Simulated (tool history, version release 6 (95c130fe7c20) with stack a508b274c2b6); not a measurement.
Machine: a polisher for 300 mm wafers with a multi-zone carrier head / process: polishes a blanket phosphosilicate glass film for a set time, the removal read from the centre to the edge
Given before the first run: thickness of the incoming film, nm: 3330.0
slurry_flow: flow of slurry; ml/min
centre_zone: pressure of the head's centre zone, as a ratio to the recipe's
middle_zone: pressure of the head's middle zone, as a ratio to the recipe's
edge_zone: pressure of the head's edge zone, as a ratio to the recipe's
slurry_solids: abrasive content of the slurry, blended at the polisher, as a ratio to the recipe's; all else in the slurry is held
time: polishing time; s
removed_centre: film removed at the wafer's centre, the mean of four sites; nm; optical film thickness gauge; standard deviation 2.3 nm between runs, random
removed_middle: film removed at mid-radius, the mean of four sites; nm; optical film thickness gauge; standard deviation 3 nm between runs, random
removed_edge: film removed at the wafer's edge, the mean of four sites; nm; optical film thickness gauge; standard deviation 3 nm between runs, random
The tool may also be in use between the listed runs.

run  hour  slurry_flow  centre_zone  middle_zone  edge_zone  slurry_solids  time  removed_centre  removed_middle  removed_edge
  1     0          310            1            1          1              1    37          321.68          341.26        328.19
  2   5.7          355            1            1          1              1    37          320.06          353.55        330.44
  3   7.1          355            1            1          1              1    28          245.32          263.21        247.69
  4   8.9          350            1         0.98       0.99           0.95    28          241.94          255.56        242.98
  5  10.4          345            1         0.97       0.99            0.9    28          235.56          253.15        241.03
  6  16.7          345            1         1.05       0.99            0.9    28          240.32          272.65        244.47

Run 7, settings as shown, results not yet in. Your forecast:
  7  22.1          340            1         1.02       0.99            0.9    28               ?               ?             ?

For run 7 the tool returned removed_centre 237.71 nm, removed_middle 257.14 nm, removed_edge 243.66 nm.

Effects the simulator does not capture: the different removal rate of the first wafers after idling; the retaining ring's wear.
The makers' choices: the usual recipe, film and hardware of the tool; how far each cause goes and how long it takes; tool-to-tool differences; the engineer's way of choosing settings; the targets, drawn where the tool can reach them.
